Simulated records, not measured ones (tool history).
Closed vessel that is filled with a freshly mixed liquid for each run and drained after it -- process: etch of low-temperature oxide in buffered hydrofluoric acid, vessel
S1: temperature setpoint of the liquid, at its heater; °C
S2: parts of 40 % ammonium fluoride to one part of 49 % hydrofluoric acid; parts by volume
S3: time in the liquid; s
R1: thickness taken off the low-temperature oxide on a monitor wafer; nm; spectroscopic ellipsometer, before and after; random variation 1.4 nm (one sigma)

run  hour    S1    S2   S3      R1
  1     0    21    20  105  85.605
  2   6.3  19.5    20  105  78.816
  3  14.9  19.5    20  105  78.443
  4  19.2    17    20  105  68.059
  5  20.7    17    20  105  68.285
  6  22.6    17    20  105  67.153
  7  27.4    18    20  105  73.153
  8  33.1    19  19.5  105  78.385
  9  40.2    20  19.5  105  83.493
     48.1  -- thermometer replaced
 10  48.1    21  19.5  105  98.935
 11  49.6  21.5  19.5  105  102.62
 12  57.2    22  19.5  105   104.1
 13  61.7  22.5  19.5  105  108.91
 14    70    23  19.5  105  110.46
 15  77.3  23.5  19.5  105  112.52

For run 16, what comes out?
 16  79.4  24  19.5  105   ?

{"run 16": {"R1": 116.3}}

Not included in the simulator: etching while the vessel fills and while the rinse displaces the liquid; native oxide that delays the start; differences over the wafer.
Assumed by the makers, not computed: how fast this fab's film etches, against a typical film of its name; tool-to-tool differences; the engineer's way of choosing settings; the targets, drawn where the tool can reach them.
